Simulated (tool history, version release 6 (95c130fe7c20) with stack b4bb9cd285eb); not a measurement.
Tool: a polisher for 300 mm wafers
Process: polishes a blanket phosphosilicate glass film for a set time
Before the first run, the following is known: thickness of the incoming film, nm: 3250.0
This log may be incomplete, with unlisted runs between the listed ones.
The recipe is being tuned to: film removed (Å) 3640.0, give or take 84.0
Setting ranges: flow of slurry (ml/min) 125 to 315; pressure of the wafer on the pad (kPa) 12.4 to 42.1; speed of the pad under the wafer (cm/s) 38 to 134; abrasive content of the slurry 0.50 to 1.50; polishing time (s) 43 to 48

run,hour,flow of slurry (ml/min),pressure of the wafer on the pad (kPa),speed of the pad under the wafer (cm/s),abrasive content of the slurry,polishing time (s),film removed (Å)
1,0.0,205,26.9,86,1.00,48,4332.1
2,2.6,200,25.5,86,1.00,48,4136.3
3,8.1,195,24.8,86,1.00,48,3994.0
4,12.9,215,24.8,86,1.00,48,3995.0
5,21.3,215,27.6,86,1.00,48,4435.1
6,30.3,215,27.6,86,0.85,48,4190.4
7,36.7,215,26.9,86,0.85,48,4077.2
8,40.8,215,26.2,86,0.85,48,3975.5
9,45.2,215,25.5,86,0.85,48,3865.1
10,49.4,215,24.8,86,0.85,48,3809.6

Pick the move, out of 5, that brings all results within their allowed miss; only one does.
A,53.6,190,24.8,72,1.15,44,?
B,53.6,215,29.6,82,0.80,45,?
C,53.6,165,26.2,84,0.90,48,?
D,53.6,175,23.4,116,0.60,48,?
E,53.6,235,24.8,84,0.80,45,?

move,film removed (Å)
A,3444.3
B,3992.1
C,3858.1
D,3620.2
E,3448.4
A: carries the result that was furthest off beyond its target, to the other side
B: misses by more than the last run did
C: misses by more than the last run did
D: in spec on every target
E: carries the result that was furthest off beyond its target, to the other side
Move D is the one to make.
